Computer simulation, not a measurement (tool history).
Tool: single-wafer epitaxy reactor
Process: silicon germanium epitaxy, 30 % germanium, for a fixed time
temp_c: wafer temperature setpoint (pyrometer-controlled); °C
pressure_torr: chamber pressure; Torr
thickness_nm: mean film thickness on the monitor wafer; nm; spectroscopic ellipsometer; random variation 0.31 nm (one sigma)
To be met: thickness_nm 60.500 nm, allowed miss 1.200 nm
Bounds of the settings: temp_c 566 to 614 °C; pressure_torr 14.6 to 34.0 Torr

run,day,temp_c,pressure_torr,thickness_nm
1,0.000,590,24.3,53.377
2,0.275,590,22.8,51.456
3,0.412,590,20.2,48.504
4,0.721,598,20.2,55.093
5,1.071,598,22.5,58.033
6,1.238,598,19.3,53.745
7,1.450,600,19.4,56.248
8,1.712,601,19.4,56.689
9,1.925,602,19.4,57.583
10,2.108,603,19.4,58.994

4 next moves are on the table. One of them brings every result within its allowed miss. Which?
A,2.292,610,17.2,?
B,2.292,604,18.3,?
C,2.292,601,20.4,?
D,2.292,610,15.5,?

move,thickness_nm
A,61.000
B,57.530
C,58.337
D,57.190
A: meets every target
B: further off than the last run
C: further off than the last run
D: further off than the last run
Answer: A
